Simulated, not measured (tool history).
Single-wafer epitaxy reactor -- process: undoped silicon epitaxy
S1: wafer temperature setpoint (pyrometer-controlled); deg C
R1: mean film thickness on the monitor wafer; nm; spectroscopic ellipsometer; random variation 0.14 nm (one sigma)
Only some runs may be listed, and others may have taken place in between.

{"run": 1, "hour": 0.0, "S1": 630, "deposition time (s)": 247, "R1": 26.891}
{"run": 2, "hour": 8.7, "S1": 630, "deposition time (s)": 231, "R1": 25.191}
{"run": 3, "hour": 12.1, "S1": 639, "deposition time (s)": 231, "R1": 30.364}
{"run": 4, "hour": 16.9, "S1": 640, "deposition time (s)": 231, "R1": 31.007}
{"run": 5, "hour": 23.7, "S1": 650, "deposition time (s)": 231, "R1": 38.354}
{"run": 6, "hour": 27.0, "S1": 650, "deposition time (s)": 252, "R1": 42.033}
{"run": 7, "hour": 35.5, "S1": 638, "deposition time (s)": 251, "R1": 32.501}

What does the tool deliver on the next run?
{"run": 8, "hour": 40.3, "S1": 638, "deposition time (s)": 251, "R1": "?"}

Run 8 gave R1 32.1 nm.
